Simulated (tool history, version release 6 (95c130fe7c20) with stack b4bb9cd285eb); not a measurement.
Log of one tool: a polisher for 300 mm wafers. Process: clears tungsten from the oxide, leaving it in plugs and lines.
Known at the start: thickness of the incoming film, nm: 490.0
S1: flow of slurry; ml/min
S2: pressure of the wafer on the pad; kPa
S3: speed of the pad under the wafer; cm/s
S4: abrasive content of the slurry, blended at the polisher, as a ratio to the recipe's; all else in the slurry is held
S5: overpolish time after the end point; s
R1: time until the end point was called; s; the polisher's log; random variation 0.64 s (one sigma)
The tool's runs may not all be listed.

| run | hour | S1 | S2 | S3 | S4 | S5 | R1 |
|---|---|---|---|---|---|---|---|
| 1 | 0 | 195 | 27.6 | 110 | 1 | 12 | 68.736 |
| 2 | 6.7 | 195 | 29.6 | 110 | 1 | 12 | 61.797 |
| 3 | 10.6 | 195 | 29.6 | 110 | 1.15 | 12 | 62.561 |
| 4 | 14.9 | 195 | 29.6 | 86 | 1.15 | 12 | 76.325 |
| 5 | 16.2 | 230 | 29.6 | 86 | 1.15 | 12 | 73.936 |
| 6 | 20.9 | 230 | 26.9 | 86 | 1.15 | 12 | 82.521 |
| 7 | 26.4 | 235 | 34.5 | 88 | 1.15 | 12 | 63.675 |

The next listed run, before its measurement:
| 8 | 30.8 | 235 | 35.9 | 88 | 1.15 | 12 | ? |

Run 8 gave R1 60.348 s.
